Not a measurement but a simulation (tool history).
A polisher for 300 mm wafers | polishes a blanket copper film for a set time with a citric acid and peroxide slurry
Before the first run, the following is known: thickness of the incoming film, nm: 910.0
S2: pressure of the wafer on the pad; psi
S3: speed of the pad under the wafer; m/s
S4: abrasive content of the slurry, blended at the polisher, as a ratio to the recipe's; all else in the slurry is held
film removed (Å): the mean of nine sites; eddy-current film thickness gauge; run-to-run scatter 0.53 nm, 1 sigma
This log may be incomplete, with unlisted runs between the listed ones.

{"run": 1, "hour": 0.0, "flow of slurry (ml/min)": 120, "S2": 2.4, "S3": 0.98, "S4": 1.0, "polishing time (s)": 20, "film removed (Å)": 312.64}
{"run": 2, "hour": 8.9, "flow of slurry (ml/min)": 125, "S2": 2.6, "S3": 0.98, "S4": 1.0, "polishing time (s)": 20, "film removed (Å)": 343.66}
{"run": 3, "hour": 16.7, "flow of slurry (ml/min)": 125, "S2": 2.6, "S3": 0.78, "S4": 1.0, "polishing time (s)": 20, "film removed (Å)": 287.75}
{"run": 4, "hour": 18.0, "flow of slurry (ml/min)": 125, "S2": 2.6, "S3": 0.6, "S4": 1.0, "polishing time (s)": 20, "film removed (Å)": 242.81}
{"run": 5, "hour": 20.5, "flow of slurry (ml/min)": 125, "S2": 2.8, "S3": 0.6, "S4": 1.0, "polishing time (s)": 20, "film removed (Å)": 262.69}
{"run": 6, "hour": 21.2, "flow of slurry (ml/min)": 105, "S2": 2.8, "S3": 0.6, "S4": 1.0, "polishing time (s)": 20, "film removed (Å)": 243.66}
{"run": 7, "hour": 28.7, "flow of slurry (ml/min)": 120, "S2": 3.0, "S3": 0.6, "S4": 1.0, "polishing time (s)": 20, "film removed (Å)": 268.95}
{"run": 8, "hour": 33.1, "flow of slurry (ml/min)": 120, "S2": 3.0, "S3": 0.6, "S4": 1.0, "polishing time (s)": 20, "film removed (Å)": 262.22}
{"run": 9, "hour": 34.1, "flow of slurry (ml/min)": 130, "S2": 3.2, "S3": 0.66, "S4": 1.0, "polishing time (s)": 20, "film removed (Å)": 306.97}
{"run": 10, "hour": 38.0, "flow of slurry (ml/min)": 135, "S2": 3.3, "S3": 0.68, "S4": 1.0, "polishing time (s)": 20, "film removed (Å)": 325.7}
{"run": 11, "hour": 42.1, "flow of slurry (ml/min)": 140, "S2": 3.4, "S3": 0.7, "S4": 1.0, "polishing time (s)": 20, "film removed (Å)": 350.34}
{"run": 12, "hour": 48.5, "flow of slurry (ml/min)": 145, "S2": 3.5, "S3": 0.7, "S4": 1.0, "polishing time (s)": 20, "film removed (Å)": 357.16}

For run 13, what comes out?
{"run": 13, "hour": 49.5, "flow of slurry (ml/min)": 150, "S2": 3.6, "S3": 0.72, "S4": 1.0, "polishing time (s)": 20, "film removed (Å)": "?"}

Logged for run 13: film removed (Å) 375.20.
